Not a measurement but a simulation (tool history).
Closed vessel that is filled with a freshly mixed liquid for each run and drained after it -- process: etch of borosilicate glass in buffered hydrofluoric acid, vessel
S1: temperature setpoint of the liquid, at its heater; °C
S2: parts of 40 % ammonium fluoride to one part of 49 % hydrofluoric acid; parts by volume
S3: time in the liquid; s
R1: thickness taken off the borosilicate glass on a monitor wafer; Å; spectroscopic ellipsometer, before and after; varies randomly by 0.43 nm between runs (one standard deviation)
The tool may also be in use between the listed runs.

{"run": 1, "hour": 0.0, "S1": 20, "S2": 16, "S3": 95, "R1": 578.98}
{"run": 2, "hour": 8.0, "S1": 23.5, "S2": 16, "S3": 95, "R1": 693.53}
{"run": 3, "hour": 15.6, "S1": 23.5, "S2": 18, "S3": 95, "R1": 620.34}
{"run": 4, "hour": 18.9, "S1": 23.5, "S2": 15, "S3": 95, "R1": 734.54}
{"run": 5, "hour": 22.4, "S1": 23.5, "S2": 13, "S3": 95, "R1": 865.21}
{"run": 6, "hour": 27.9, "S1": 23.5, "S2": 11, "S3": 95, "R1": 1012.6}
{"run": 7, "hour": 32.7, "S1": 21.5, "S2": 13, "S3": 95, "R1": 775.72}
{"run": 8, "hour": 35.8, "S1": 20, "S2": 14.5, "S3": 95, "R1": 635.56}
{"run": 9, "hour": 41.7, "S1": 19, "S2": 15, "S3": 95, "R1": 582.2}

Predict the results of run 10:
{"hour": 48.5, "done": "thermometer replaced"}
{"run": 10, "hour": 48.5, "S1": 17, "S2": 17.5, "S3": 95, "R1": "?"}

{"run 10": {"R1": 495.52}}
